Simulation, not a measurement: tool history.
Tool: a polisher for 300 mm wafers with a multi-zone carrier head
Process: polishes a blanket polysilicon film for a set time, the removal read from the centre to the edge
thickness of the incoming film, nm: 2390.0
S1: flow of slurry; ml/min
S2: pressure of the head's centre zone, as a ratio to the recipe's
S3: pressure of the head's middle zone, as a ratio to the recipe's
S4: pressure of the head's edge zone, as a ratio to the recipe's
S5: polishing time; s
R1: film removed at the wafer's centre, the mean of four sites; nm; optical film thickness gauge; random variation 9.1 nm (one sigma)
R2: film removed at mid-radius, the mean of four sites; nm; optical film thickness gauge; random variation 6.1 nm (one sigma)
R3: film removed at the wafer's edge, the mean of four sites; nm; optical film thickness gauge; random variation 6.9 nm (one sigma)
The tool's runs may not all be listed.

| run | hour | S1 | S2 | S3 | S4 | S5 | R1 | R2 | R3 |
|---|---|---|---|---|---|---|---|---|---|
| 1 | 0 | 205 | 1 | 1 | 1 | 68 | 520.9 | 541.1 | 526.34 |
| 2 | 8.7 | 205 | 1.05 | 1 | 1 | 68 | 562.81 | 534.58 | 539.94 |
| 3 | 10.4 | 205 | 1.13 | 1 | 1 | 68 | 578.67 | 537.53 | 529.53 |
| 4 | 17.4 | 215 | 1.13 | 1.03 | 1.01 | 69 | 623.06 | 571.32 | 528.09 |
| 5 | 22.2 | 215 | 1.1 | 1.05 | 1.02 | 71 | 620.84 | 595.7 | 564.34 |
| 6 | 23.7 | 215 | 1.1 | 1.05 | 1.08 | 71 | 611.13 | 595.92 | 574.94 |

Forecast run 7:
| 7 | 28.7 | 225 | 1.09 | 1.07 | 1.08 | 71 | ? | ? | ? |

{"run 7": {"R1": 607.59, "R2": 598, "R3": 583.7}}

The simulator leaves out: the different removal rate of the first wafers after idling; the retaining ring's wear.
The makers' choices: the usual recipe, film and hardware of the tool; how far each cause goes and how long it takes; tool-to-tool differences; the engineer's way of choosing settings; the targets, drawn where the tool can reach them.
